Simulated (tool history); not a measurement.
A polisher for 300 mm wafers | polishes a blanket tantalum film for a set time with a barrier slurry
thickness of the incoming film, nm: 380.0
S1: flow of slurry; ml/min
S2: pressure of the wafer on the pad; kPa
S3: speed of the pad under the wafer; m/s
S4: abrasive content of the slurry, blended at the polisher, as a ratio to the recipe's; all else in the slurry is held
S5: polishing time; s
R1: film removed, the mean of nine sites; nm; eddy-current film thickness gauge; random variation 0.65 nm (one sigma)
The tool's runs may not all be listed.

Run 1, hour 0.0: S1 120 ml/min, S2 13.1 kPa, S3 1.10 m/s, S4 1.0, S5 92 s. Result: R1 197.360 nm.
Run 2, hour 8.4: S1 120 ml/min, S2 9.7 kPa, S3 1.10 m/s, S4 1.0, S5 92 s. Result: R1 153.180 nm.
Run 3, hour 10.5: S1 120 ml/min, S2 9.7 kPa, S3 1.10 m/s, S4 1.0, S5 96 s. Result: R1 158.300 nm.
Run 4, hour 19.0: S1 110 ml/min, S2 8.3 kPa, S3 1.02 m/s, S4 1.0, S5 96 s. Result: R1 128.410 nm.
Run 5, hour 23.9: S1 110 ml/min, S2 8.3 kPa, S3 1.02 m/s, S4 1.0, S5 96 s. Result: R1 130.110 nm.
Run 6, hour 30.2: S1 110 ml/min, S2 8.3 kPa, S3 1.12 m/s, S4 1.0, S5 96 s. Result: R1 141.900 nm.
At hour 37.8: head pressure recalibrated.
Run 7, hour 37.8: S1 85 ml/min, S2 6.2 kPa, S3 0.82 m/s, S4 1.0, S5 96 s. Result: R1 75.905 nm.
Run 8, hour 44.0: S1 100 ml/min, S2 6.2 kPa, S3 0.82 m/s, S4 1.0, S5 96 s. Result: R1 77.719 nm.
Run 9, hour 45.0: S1 115 ml/min, S2 6.2 kPa, S3 0.82 m/s, S4 1.0, S5 96 s. Result: R1 79.450 nm.
Run 10, hour 47.1: S1 125 ml/min, S2 6.9 kPa, S3 0.82 m/s, S4 1.0, S5 96 s. Result: R1 87.346 nm.
Run 11, hour 48.5: S1 130 ml/min, S2 6.9 kPa, S3 0.82 m/s, S4 1.0, S5 96 s. Result: R1 87.756 nm.

Forecast run 12:
Run 12, hour 53.5: S1 135 ml/min, S2 6.9 kPa, S3 0.82 m/s, S4 1.0, S5 96 s. Result: R1 ?.

Run 12 gave R1 87.789 nm.

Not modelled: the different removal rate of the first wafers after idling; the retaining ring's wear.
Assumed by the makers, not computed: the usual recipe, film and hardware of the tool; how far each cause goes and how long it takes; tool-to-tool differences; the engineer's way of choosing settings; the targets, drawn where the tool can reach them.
